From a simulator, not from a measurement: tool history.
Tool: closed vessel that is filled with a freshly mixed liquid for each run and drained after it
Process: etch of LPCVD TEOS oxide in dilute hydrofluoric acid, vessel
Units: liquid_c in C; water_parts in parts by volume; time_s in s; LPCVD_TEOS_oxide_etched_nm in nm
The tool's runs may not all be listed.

run  hour  liquid_c  water_parts  time_s  LPCVD_TEOS_oxide_etched_nm
  1   0.0      24.0          120      30                      5.5979
  2   4.4      24.0          120      30                      5.4570
  3  11.6      26.5          105      30                      7.0933
  4  14.6      28.0           95      30                      8.3098
  5  20.3      28.0          115      30                      6.7168
     23.4  -- hydrofluoric acid flow meter replaced
  6  23.4      29.0          100      30                      7.5368

The next listed run, before its measurement:
  7  28.1      29.5           85      30                           ?

LPCVD_TEOS_oxide_etched_nm: 9.0393 nm

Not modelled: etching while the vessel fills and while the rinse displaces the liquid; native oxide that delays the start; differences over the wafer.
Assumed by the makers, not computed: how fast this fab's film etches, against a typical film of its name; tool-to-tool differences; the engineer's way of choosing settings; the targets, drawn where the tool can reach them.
